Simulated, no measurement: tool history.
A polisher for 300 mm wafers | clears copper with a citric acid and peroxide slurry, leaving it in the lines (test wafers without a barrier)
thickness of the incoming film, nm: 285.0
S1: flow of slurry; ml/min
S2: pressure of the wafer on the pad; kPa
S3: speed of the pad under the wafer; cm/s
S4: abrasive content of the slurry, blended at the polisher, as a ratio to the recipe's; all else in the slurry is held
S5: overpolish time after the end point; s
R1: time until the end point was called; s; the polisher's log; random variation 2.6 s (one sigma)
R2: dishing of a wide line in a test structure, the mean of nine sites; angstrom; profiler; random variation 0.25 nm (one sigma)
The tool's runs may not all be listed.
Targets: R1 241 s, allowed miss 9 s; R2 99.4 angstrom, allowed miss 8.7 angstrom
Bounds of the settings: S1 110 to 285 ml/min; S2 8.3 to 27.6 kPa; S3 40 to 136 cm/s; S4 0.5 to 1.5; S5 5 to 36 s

run,hour,S1,S2,S3,S4,S5,R1,R2
1,0,180,17.9,88,1,18,175.07,209.08
2,3.2,180,17.9,100,1,18,154.71,232.1
3,10.4,180,17.9,82,1,18,187.01,201.25
4,14.1,180,17.2,82,1,16,195.96,175.35
5,15.9,180,16.5,82,1,14,203.61,150.33
6,21.7,180,15.9,82,1,13,211.06,129.72
7,28.5,180,15.2,82,1,13,223.89,130.58
8,34.2,180,15.2,82,1,12,222.39,115.02

4 next moves are on the table. One of them brings every result within its allowed miss. Which?
A,39.9,170,17.9,76,0.95,10,?,?
B,39.9,200,15.2,74,1,15,?,?
C,39.9,195,15.9,76,0.8,11,?,?
D,39.9,145,13.8,80,0.95,11,?,?

move,R1,R2
A,209.81,102.62
B,244.03,129.96
C,242.21,97.828
D,263.59,90.057
A: further off than the last run
B: brings the result that was furthest off to its target, and leaves another outside
C: meets every target
D: takes the result that was furthest off past its target
Move C is the one to make.
